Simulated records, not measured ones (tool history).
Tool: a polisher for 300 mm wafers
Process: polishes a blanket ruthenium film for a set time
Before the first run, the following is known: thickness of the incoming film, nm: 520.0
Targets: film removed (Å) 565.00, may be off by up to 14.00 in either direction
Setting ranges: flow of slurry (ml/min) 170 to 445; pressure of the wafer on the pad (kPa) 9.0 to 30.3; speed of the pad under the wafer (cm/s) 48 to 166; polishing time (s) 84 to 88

| run | day | flow of slurry (ml/min) | pressure of the wafer on the pad (kPa) | speed of the pad under the wafer (cm/s) | polishing time (s) | film removed (Å) |
|---|---|---|---|---|---|---|
| 1 | 0.000 | 285 | 19.3 | 106 | 84 | 1203.50 |
| 2 | 0.258 | 335 | 19.3 | 106 | 84 | 1230.60 |
| 3 | 0.317 | 335 | 19.3 | 106 | 88 | 1285.60 |
| 4 | 0.567 | 275 | 19.3 | 106 | 88 | 1261.00 |
| 5 | 0.871 | 275 | 19.3 | 118 | 88 | 1402.80 |
| 6 | 1.079 | 270 | 16.5 | 108 | 88 | 1141.40 |
| 7 | 1.408 | 265 | 14.5 | 98 | 88 | 907.94 |
| 8 | 1.767 | 260 | 13.1 | 94 | 88 | 811.81 |
| 9 | 2.108 | 250 | 9.0 | 76 | 88 | 490.81 |
| 10 | 2.242 | 250 | 9.7 | 76 | 88 | 523.88 |

4 next moves are on the table. One of them brings every result within its allowed miss. Which?
| A | 2.375 | 315 | 11.7 | 58 | 86 | ? |
| B | 2.375 | 250 | 13.8 | 54 | 84 | ? |
| C | 2.375 | 215 | 10.3 | 78 | 88 | ? |
| D | 2.375 | 270 | 9.7 | 70 | 84 | ? |

| move | film removed (Å) |
|---|---|
| A | 483.71 |
| B | 501.83 |
| C | 558.38 |
| D | 467.71 |
A: the biggest miss grows against the last run
B: the biggest miss grows against the last run
C: all results in spec
D: the biggest miss grows against the last run
Go with C: it meets all targets.
